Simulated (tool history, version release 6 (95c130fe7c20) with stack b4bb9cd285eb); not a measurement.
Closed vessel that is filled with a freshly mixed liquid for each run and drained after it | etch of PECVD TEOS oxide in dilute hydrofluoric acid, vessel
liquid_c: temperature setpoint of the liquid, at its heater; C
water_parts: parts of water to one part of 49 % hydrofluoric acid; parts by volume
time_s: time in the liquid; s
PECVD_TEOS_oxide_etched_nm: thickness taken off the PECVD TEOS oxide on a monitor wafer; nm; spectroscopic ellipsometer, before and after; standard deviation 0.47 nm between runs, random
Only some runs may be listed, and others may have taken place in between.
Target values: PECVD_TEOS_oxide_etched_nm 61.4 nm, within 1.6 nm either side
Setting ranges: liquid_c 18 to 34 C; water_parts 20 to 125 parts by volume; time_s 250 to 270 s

run 1 hour=0 | liquid_c=26 water_parts=70 time_s=250 | PECVD_TEOS_oxide_etched_nm=52.45
run 2 hour=7.2 | liquid_c=26.5 water_parts=70 time_s=250 | PECVD_TEOS_oxide_etched_nm=52.722
run 3 hour=12.9 | liquid_c=29.5 water_parts=70 time_s=250 | PECVD_TEOS_oxide_etched_nm=59.402
run 4 hour=18.1 | liquid_c=29.5 water_parts=55 time_s=250 | PECVD_TEOS_oxide_etched_nm=76.906
run 5 hour=22.4 | liquid_c=28.5 water_parts=55 time_s=250 | PECVD_TEOS_oxide_etched_nm=73.501
run 6 hour=29.9 | liquid_c=28.5 water_parts=35 time_s=250 | PECVD_TEOS_oxide_etched_nm=120.82
run 7 hour=38.1 | liquid_c=27 water_parts=40 time_s=250 | PECVD_TEOS_oxide_etched_nm=97.499
run 8 hour=41.7 | liquid_c=26 water_parts=40 time_s=250 | PECVD_TEOS_oxide_etched_nm=93.576

Which one of the following 4 next-run settings gets every result inside its allowed miss? There is exactly one.
run A hour=45.3 | liquid_c=26.5 water_parts=65 time_s=270 | PECVD_TEOS_oxide_etched_nm=?
run B hour=45.3 | liquid_c=26.5 water_parts=30 time_s=270 | PECVD_TEOS_oxide_etched_nm=?
run C hour=45.3 | liquid_c=24.5 water_parts=60 time_s=250 | PECVD_TEOS_oxide_etched_nm=?
run D hour=45.3 | liquid_c=25 water_parts=60 time_s=250 | PECVD_TEOS_oxide_etched_nm=?

move=A PECVD_TEOS_oxide_etched_nm=61.318
move=B PECVD_TEOS_oxide_etched_nm=139.59
move=C PECVD_TEOS_oxide_etched_nm=57.135
move=D PECVD_TEOS_oxide_etched_nm=58.306
A: every result lands within tolerance
B: misses by more than the last run did
C: carries the result that was furthest off beyond its target, to the other side
D: carries the result that was furthest off beyond its target, to the other side
A meets every target.
